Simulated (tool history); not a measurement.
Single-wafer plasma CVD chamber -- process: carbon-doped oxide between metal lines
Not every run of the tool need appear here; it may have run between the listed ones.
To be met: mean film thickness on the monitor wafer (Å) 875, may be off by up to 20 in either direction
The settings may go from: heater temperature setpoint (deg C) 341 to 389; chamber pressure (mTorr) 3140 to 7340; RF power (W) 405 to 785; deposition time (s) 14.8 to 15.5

run,hour,heater temperature setpoint (deg C),chamber pressure (mTorr),RF power (W),deposition time (s),mean film thickness on the monitor wafer (Å)
1,0,365,5240,595,15.5,792.18
2,8,365,5240,595,15.5,791.95
3,13,365,5240,595,15.5,787.77
4,19.2,364,5380,605,15.5,810.48
5,20.4,364,5380,605,14.8,773.21
6,29.3,364,4480,605,14.8,750.47
7,31.5,363,4740,615,14.8,770.45
8,34.6,362,4940,625,14.8,788.71
9,35.6,361,5100,630,14.8,802.21
10,44,359,5220,635,14.8,812.02
11,51,358,5340,640,14.8,824.28
12,59.1,357,5430,640,14.8,828.27
13,66.7,356,5520,640,14.8,830.81
14,74,355,5610,645,14.8,844.39
15,75.9,354,5670,645,14.8,845.12
16,79.7,353,5730,645,14.8,845.87
17,81.1,353,5790,645,14.8,847.27
18,83,353,5850,645,14.8,849.99
19,83.7,353,5900,645,14.8,848.3
20,87.9,353,5900,645,14.8,852.47
21,96.2,353,5950,645,14.8,846.79

5 candidate next runs follow, results not yet known. Just one meets every target within its allowed miss. Identify it.
A,104.5,354,5870,630,14.8,?
B,104.5,354,5450,640,15,?
C,104.5,347,5990,590,15.5,?
D,104.5,353,6770,665,14.8,?
E,104.5,351,6030,600,15,?

move,mean film thickness on the monitor wafer (Å)
A,826.7
B,841.82
C,830.95
D,880.31
E,809.79
A: its largest miss is bigger than the last run's
B: its largest miss is bigger than the last run's
C: its largest miss is bigger than the last run's
D: every result within its allowed miss
E: its largest miss is bigger than the last run's
Correct choice: D, which meets every target
